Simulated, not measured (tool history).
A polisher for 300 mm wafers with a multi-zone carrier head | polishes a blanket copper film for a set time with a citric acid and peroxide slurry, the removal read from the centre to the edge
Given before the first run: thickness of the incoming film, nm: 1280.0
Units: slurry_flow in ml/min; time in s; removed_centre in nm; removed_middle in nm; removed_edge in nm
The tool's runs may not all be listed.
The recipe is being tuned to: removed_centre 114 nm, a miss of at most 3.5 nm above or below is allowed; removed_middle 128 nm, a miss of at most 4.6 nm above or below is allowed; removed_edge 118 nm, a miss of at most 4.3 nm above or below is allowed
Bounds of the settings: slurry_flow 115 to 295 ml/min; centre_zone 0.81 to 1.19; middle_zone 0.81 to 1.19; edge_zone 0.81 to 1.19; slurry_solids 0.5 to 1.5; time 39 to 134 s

run	day	slurry_flow	centre_zone	middle_zone	edge_zone	slurry_solids	time	removed_centre	removed_middle	removed_edge
1	0	190	1	1	1	1	86	139.49	147.4	148.85
2	0.346	190	1	0.96	1	1	86	139.25	144.09	146.9
3	0.442	190	1	0.96	1	1	94	154.01	158.66	160.49
4	0.554	190	1	0.96	1.06	1	94	154.74	159.52	167.94
5	0.679	185	0.98	0.96	1	0.85	92	141.7	150.89	156.66
# day 1.004: centre zone pressure recalibrated
6	1.004	185	0.98	0.96	0.93	0.85	92	155.23	149.84	150.37
7	1.029	185	0.95	0.99	0.9	0.8	87	137.84	145.02	140.76
8	1.208	180	0.94	1	0.88	0.75	84	129.79	137.81	133.85
9	1.429	175	0.93	1.02	0.86	0.7	82	124.12	135.43	127.33

4 candidate next runs follow, results not yet known. Just one meets every target within its allowed miss. Identify it.
A	1.65	150	1	1.05	0.81	0.8	76	?	?	?
B	1.65	225	1.05	1.09	0.81	0.65	74	?	?	?
C	1.65	175	0.83	0.85	0.97	0.65	83	?	?	?
D	1.65	185	0.92	1.05	0.89	0.85	72	?	?	?

move	removed_centre	removed_middle	removed_edge
A	124.73	128.6	115.56
B	131.57	132.39	113.5
C	112.07	116.76	132.22
D	113.58	126.94	116.51
A: moves away from the targets compared with the last run
B: moves away from the targets compared with the last run
C: corrects the largest miss of the last run, while another result sits out of spec
D: every result lands within tolerance
Go with D: it meets all targets.

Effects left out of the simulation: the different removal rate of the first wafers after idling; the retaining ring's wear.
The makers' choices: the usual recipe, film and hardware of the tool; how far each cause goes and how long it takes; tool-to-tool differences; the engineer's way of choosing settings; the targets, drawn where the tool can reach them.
